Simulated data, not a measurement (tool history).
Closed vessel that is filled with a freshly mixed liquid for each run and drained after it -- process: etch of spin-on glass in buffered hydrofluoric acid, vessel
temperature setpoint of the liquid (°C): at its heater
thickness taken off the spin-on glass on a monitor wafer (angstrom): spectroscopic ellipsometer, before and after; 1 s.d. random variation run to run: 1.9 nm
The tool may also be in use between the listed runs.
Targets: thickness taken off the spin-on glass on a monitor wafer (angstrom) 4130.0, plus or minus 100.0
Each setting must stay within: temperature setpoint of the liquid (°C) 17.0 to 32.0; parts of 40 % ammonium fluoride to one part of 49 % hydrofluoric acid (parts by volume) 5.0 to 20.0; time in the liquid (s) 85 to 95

| run | hour | temperature setpoint of the liquid (°C) | parts of 40 % ammonium fluoride to one part of 49 % hydrofluoric acid (parts by volume) | time in the liquid (s) | thickness taken off the spin-on glass on a monitor wafer (angstrom) |
|---|---|---|---|---|---|
| 1 | 0.0 | 25.0 | 12.0 | 85 | 3388.9 |
| 2 | 6.3 | 25.5 | 12.0 | 85 | 3455.5 |
| 3 | 7.3 | 26.0 | 12.0 | 85 | 3565.4 |
| 4 | 10.2 | 26.5 | 12.0 | 85 | 3659.1 |
| 5 | 15.7 | 26.5 | 9.0 | 85 | 4681.8 |
| 6 | 24.2 | 26.5 | 7.0 | 85 | 6079.7 |
| 7 | 26.7 | 25.0 | 7.0 | 85 | 5661.5 |
| 8 | 29.5 | 23.5 | 7.0 | 85 | 5193.4 |
| 9 | 37.4 | 22.5 | 7.0 | 85 | 4922.1 |
| 10 | 40.3 | 22.0 | 7.0 | 85 | 4796.5 |
| 11 | 48.6 | 21.5 | 7.0 | 85 | 4670.3 |
| 12 | 52.6 | 21.5 | 7.0 | 85 | 4661.0 |
| 13 | 55.7 | 21.5 | 7.0 | 85 | 4653.0 |

Which of these 5 next moves meets every target?
| A | 58.8 | 21.0 | 6.0 | 90 | ? |
| B | 58.8 | 22.0 | 6.0 | 85 | ? |
| C | 58.8 | 19.5 | 7.5 | 85 | ? |
| D | 58.8 | 20.0 | 8.0 | 90 | ? |
| E | 58.8 | 19.5 | 7.0 | 85 | ? |

| move | thickness taken off the spin-on glass on a monitor wafer (angstrom) |
|---|---|
| A | 5506.6 |
| B | 5496.5 |
| C | 3884.0 |
| D | 3944.0 |
| E | 4184.4 |
A: further off than the last run
B: further off than the last run
C: carries the result that was furthest off beyond its target, to the other side
D: carries the result that was furthest off beyond its target, to the other side
E: all results in spec
The right move is E.

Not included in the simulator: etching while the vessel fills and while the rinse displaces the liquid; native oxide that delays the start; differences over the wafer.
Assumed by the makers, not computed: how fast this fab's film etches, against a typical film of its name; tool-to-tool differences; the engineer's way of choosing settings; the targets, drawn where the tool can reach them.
